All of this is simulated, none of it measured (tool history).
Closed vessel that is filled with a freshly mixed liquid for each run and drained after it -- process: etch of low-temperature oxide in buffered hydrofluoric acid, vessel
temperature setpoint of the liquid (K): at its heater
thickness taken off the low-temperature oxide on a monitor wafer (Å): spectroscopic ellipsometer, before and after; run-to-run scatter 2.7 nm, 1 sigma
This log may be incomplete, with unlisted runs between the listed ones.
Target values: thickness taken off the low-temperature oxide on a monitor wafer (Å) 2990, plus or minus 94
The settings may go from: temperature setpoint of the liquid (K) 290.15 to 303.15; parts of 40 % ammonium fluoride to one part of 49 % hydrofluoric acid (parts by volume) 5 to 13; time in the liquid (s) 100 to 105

| run | day | temperature setpoint of the liquid (K) | parts of 40 % ammonium fluoride to one part of 49 % hydrofluoric acid (parts by volume) | time in the liquid (s) | thickness taken off the low-temperature oxide on a monitor wafer (Å) |
|---|---|---|---|---|---|
| 1 | 0 | 295.15 | 8 | 100 | 2803 |
| 2 | 0.175 | 292.15 | 8 | 100 | 2414.5 |
| 3 | 0.483 | 293.15 | 8 | 100 | 2529.1 |
| 4 | 0.846 | 294.15 | 8 | 100 | 2634 |
| 5 | 1.054 | 294.65 | 8 | 100 | 2742.5 |
| 6 | 1.246 | 295.15 | 8 | 100 | 2835.4 |
| 7 | 1.504 | 295.15 | 8 | 100 | 2805.3 |
| 8 | 1.888 | 295.65 | 8 | 100 | 2858 |

Which single option among these 4 for the next run brings every result within its allowed miss of target? Just one does.
| A | 2.271 | 293.65 | 7.5 | 100 | ? |
| B | 2.271 | 296.65 | 8.5 | 105 | ? |
| C | 2.271 | 290.65 | 5.5 | 105 | ? |
| D | 2.271 | 295.15 | 7.5 | 105 | ? |

| move | thickness taken off the low-temperature oxide on a monitor wafer (Å) |
|---|---|
| A | 2786.8 |
| B | 3009.2 |
| C | 3283.9 |
| D | 3176.6 |
A: the biggest miss grows against the last run
B: every result within its allowed miss
C: takes the result that was furthest off past its target
D: takes the result that was furthest off past its target
B meets every target.

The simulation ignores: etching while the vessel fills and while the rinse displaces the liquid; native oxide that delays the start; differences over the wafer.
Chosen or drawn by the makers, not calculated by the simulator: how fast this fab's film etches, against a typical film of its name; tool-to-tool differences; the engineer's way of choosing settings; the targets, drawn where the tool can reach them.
